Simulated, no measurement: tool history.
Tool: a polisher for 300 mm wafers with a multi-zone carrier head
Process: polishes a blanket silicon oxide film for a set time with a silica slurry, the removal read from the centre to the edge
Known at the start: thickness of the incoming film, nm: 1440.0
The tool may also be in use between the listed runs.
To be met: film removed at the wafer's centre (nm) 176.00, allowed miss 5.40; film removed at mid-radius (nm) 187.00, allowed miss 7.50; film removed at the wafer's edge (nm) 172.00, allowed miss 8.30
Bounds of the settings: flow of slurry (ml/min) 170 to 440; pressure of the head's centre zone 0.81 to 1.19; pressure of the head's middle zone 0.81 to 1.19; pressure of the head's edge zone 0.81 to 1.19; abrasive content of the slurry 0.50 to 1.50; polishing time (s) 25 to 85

run  hour  flow of slurry (ml/min)  pressure of the head's centre zone  pressure of the head's middle zone  pressure of the head's edge zone  abrasive content of the slurry  polishing time (s)  film removed at the wafer's centre (nm)  film removed at mid-radius (nm)  film removed at the wafer's edge (nm)
  1   0.0                      280                                1.00                                1.00                              1.00                            1.00                  55                                   236.47                           240.23                                 233.66
  2   1.6                      280                                1.00                                1.00                              1.00                            1.00                  44                                   186.45                           192.47                                 186.90
  3   2.3                      275                                1.00                                1.00                              0.99                            1.00                  44                                   188.47                           187.93                                 186.49
  4   7.5                      275                                1.07                                1.00                              0.99                            1.00                  44                                   198.50                           185.52                                 186.28
  5   9.3                      230                                1.07                                1.00                              0.99                            1.00                  44                                   191.42                           184.57                                 182.50
  6  17.2                      225                                1.06                                1.01                              0.98                            1.00                  44                                   189.34                           187.31                                 181.92
  7  24.2                      220                                1.05                                1.01                              0.97                            1.00                  44                                   191.12                           183.10                                 180.34
  8  31.0                      215                                1.04                                1.02                              0.97                            1.00                  44                                   186.32                           186.46                                 180.89
  9  33.0                      210                                1.03                                1.03                              0.96                            1.00                  44                                   184.75                           185.24                                 176.60
 10  39.7                      205                                1.02                                1.04                              0.96                            1.00                  44                                   182.24                           184.45                                 177.07
 11  44.0                      200                                1.02                                1.05                              0.96                            1.00                  44                                   180.32                           190.16                                 176.41

4 next moves are on the table. One of them brings every result within its allowed miss. Which?
  A  48.3                      190                                0.96                                0.95                              1.12                            1.00                  45                                        ?                                ?                                      ?
  B  48.3                      180                                0.92                                0.97                              1.10                            1.00                  46                                        ?                                ?                                      ?
  C  48.3                      175                                1.05                                1.12                              1.00                            0.65                  53                                        ?                                ?                                      ?
  D  48.3                      185                                1.05                                1.07                              0.85                            1.10                  44                                        ?                                ?                                      ?

move  film removed at the wafer's centre (nm)  film removed at mid-radius (nm)  film removed at the wafer's edge (nm)
   A                                   175.84                           174.88                                 193.87
   B                                   173.27                           180.10                                 194.86
   C                                   174.83                           189.40                                 172.98
   D                                   188.26                           195.98                                 172.16
A: brings the result that was furthest off to its target, and leaves another outside
B: brings the result that was furthest off to its target, and leaves another outside
C: meets every target
D: further off than the last run
The right move is C.

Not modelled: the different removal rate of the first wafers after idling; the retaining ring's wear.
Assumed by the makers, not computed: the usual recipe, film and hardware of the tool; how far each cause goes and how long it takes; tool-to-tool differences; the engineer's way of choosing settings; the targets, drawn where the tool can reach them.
